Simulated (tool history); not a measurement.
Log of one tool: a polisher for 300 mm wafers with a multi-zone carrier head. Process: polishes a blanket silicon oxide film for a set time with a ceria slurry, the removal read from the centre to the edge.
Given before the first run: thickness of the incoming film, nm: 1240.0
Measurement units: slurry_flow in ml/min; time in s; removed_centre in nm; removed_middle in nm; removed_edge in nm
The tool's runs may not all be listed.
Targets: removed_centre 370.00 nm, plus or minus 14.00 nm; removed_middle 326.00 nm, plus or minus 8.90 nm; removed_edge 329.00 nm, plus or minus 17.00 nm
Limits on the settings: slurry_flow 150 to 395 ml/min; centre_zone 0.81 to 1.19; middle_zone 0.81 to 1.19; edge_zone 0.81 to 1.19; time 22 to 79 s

{"run": 1, "day": 0.0, "slurry_flow": 250, "centre_zone": 1.0, "middle_zone": 1.0, "edge_zone": 1.0, "time": 50, "removed_centre": 266.48, "removed_middle": 262.62, "removed_edge": 275.54}
{"run": 2, "day": 0.329, "slurry_flow": 250, "centre_zone": 1.0, "middle_zone": 0.92, "edge_zone": 1.0, "time": 50, "removed_centre": 265.19, "removed_middle": 250.36, "removed_edge": 263.56}
{"run": 3, "day": 0.688, "slurry_flow": 265, "centre_zone": 1.05, "middle_zone": 0.98, "edge_zone": 1.0, "time": 51, "removed_centre": 293.37, "removed_middle": 262.94, "removed_edge": 275.43}
{"run": 4, "day": 0.746, "slurry_flow": 265, "centre_zone": 1.05, "middle_zone": 0.98, "edge_zone": 1.0, "time": 43, "removed_centre": 240.84, "removed_middle": 221.93, "removed_edge": 237.7}
{"run": 5, "day": 0.938, "slurry_flow": 275, "centre_zone": 1.07, "middle_zone": 1.03, "edge_zone": 1.0, "time": 47, "removed_centre": 273.53, "removed_middle": 253.85, "removed_edge": 251.99}
{"run": 6, "day": 1.071, "slurry_flow": 275, "centre_zone": 1.07, "middle_zone": 1.03, "edge_zone": 1.0, "time": 36, "removed_centre": 207.16, "removed_middle": 193.33, "removed_edge": 199.03}
{"run": 7, "day": 1.338, "slurry_flow": 275, "centre_zone": 1.09, "middle_zone": 1.05, "edge_zone": 1.03, "time": 42, "removed_centre": 242.37, "removed_middle": 227.13, "removed_edge": 225.41}
{"run": 8, "day": 1.65, "slurry_flow": 275, "centre_zone": 1.09, "middle_zone": 1.03, "edge_zone": 1.03, "time": 47, "removed_centre": 273.79, "removed_middle": 250.63, "removed_edge": 259.4}

4 candidate next runs follow, results not yet known. Just one meets every target within its allowed miss. Identify it.
{"run": "A", "day": 1.962, "slurry_flow": 225, "centre_zone": 1.03, "middle_zone": 0.89, "edge_zone": 1.19, "time": 64, "removed_centre": "?", "removed_middle": "?", "removed_edge": "?"}
{"run": "B", "day": 1.962, "slurry_flow": 305, "centre_zone": 1.19, "middle_zone": 1.19, "edge_zone": 0.81, "time": 46, "removed_centre": "?", "removed_middle": "?", "removed_edge": "?"}
{"run": "C", "day": 1.962, "slurry_flow": 185, "centre_zone": 0.91, "middle_zone": 0.83, "edge_zone": 1.19, "time": 41, "removed_centre": "?", "removed_middle": "?", "removed_edge": "?"}
{"run": "D", "day": 1.962, "slurry_flow": 295, "centre_zone": 1.11, "middle_zone": 1.0, "edge_zone": 0.97, "time": 61, "removed_centre": "?", "removed_middle": "?", "removed_edge": "?"}

move=A removed_centre=341.34 removed_middle=310.05 removed_edge=374.69
move=B removed_centre=292.08 removed_middle=267.30 removed_edge=232.25
move=C removed_centre=189.18 removed_middle=188.61 removed_edge=237.00
move=D removed_centre=359.79 removed_middle=321.04 removed_edge=331.12
A: better than the last run, though not everything is in spec
B: better than the last run, though not everything is in spec
C: moves away from the targets compared with the last run
D: all results in spec
Go with D: it meets all targets.
